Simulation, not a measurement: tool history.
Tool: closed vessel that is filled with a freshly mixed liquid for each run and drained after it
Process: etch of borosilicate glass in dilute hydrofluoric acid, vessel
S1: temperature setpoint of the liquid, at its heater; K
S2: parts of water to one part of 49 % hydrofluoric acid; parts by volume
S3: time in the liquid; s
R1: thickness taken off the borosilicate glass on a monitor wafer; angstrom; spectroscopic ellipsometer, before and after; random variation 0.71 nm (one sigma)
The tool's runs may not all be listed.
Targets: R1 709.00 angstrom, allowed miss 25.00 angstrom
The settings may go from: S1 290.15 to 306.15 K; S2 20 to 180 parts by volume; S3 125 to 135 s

run  hour      S1   S2   S3      R1
  1   0.0  298.15  100  125  296.89
  2   2.4  294.65  100  125  268.10
  3   5.1  294.65   85  125  314.48
  4  13.1  297.65   85  125  352.63
  5  14.4  298.65   80  125  388.19
  6  18.8  298.65  115  125  260.60
  7  22.3  298.65  115  125  265.74
  8  26.2  299.65  105  125  304.14
  9  31.3  300.15  100  125  324.24
 10  36.3  300.65   95  125  351.33
 11  44.5  301.15   90  125  379.64
 12  53.7  301.65   85  125  412.62
 13  58.3  302.15   80  125  447.98
 14  61.0  302.65   75  125  496.21
 15  69.1  303.15   75  125  501.91
 16  74.8  303.65   75  125  515.10
 17  80.7  304.15   75  125  531.17
 18  84.4  305.15   65  125  645.32
 19  86.4  305.15   65  125  632.10

4 next moves are on the table. One of them brings every result within its allowed miss. Which?
  A  88.4  306.15  65  135   ?
  B  88.4  306.15  70  135   ?
  C  88.4  305.15  70  135   ?
  D  88.4  305.65  60  135   ?

move      R1
   A  711.29
   B  655.21
   C  630.97
   D  762.20
A: meets every target
B: nearer than the last run, and not there yet
C: as far off as the last run
D: takes the result that was furthest off past its target
Move A is the one to make.
